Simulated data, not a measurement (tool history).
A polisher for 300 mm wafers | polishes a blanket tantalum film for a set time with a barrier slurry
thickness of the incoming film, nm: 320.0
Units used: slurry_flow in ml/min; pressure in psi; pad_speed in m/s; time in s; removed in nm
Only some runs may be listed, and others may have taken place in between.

{"run": 1, "hour": 0.0, "slurry_flow": 185, "pressure": 2, "pad_speed": 1.28, "slurry_solids": 1, "time": 63, "removed": 149.52}
{"run": 2, "hour": 4.7, "slurry_flow": 185, "pressure": 1.7, "pad_speed": 1.22, "slurry_solids": 1, "time": 63, "removed": 121.3}
{"run": 3, "hour": 12.0, "slurry_flow": 220, "pressure": 1.7, "pad_speed": 1.22, "slurry_solids": 1, "time": 63, "removed": 121.46}
{"run": 4, "hour": 19.5, "slurry_flow": 220, "pressure": 1.7, "pad_speed": 1.22, "slurry_solids": 0.9, "time": 63, "removed": 118.84}
{"run": 5, "hour": 26.6, "slurry_flow": 220, "pressure": 1.5, "pad_speed": 1.18, "slurry_solids": 0.9, "time": 63, "removed": 101.81}
{"run": 6, "hour": 34.0, "slurry_flow": 220, "pressure": 1.5, "pad_speed": 1.18, "slurry_solids": 0.9, "time": 66, "removed": 106.79}

Run 7 is up next; what results do you expect?
{"run": 7, "hour": 38.6, "slurry_flow": 220, "pressure": 1.3, "pad_speed": 1.16, "slurry_solids": 0.9, "time": 66, "removed": "?"}

removed: 94.311 nm

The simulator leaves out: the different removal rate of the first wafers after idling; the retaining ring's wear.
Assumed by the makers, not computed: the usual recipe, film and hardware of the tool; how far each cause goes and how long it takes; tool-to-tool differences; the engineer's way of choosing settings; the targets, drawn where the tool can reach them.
